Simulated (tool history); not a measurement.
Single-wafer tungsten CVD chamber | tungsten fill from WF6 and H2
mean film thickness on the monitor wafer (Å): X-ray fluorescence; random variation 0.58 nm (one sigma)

run	hour	heater temperature setpoint (°C)	chamber pressure (Pa)	deposition time (s)	mean film thickness on the monitor wafer (Å)
1	0.0	370	5320	41.7	787.71
2	7.2	370	5320	43.1	814.61
3	14.7	370	5320	43.1	811.78
4	21.0	377	5320	43.1	918.94
5	23.3	368	5320	43.1	782.60
6	25.4	368	5320	41.7	755.20
7	29.3	380	5386	41.7	943.86

The next listed run, before its measurement:
8	37.7	380	5386	41.7	?

Run 8 gave mean film thickness on the monitor wafer (Å) 951.10.
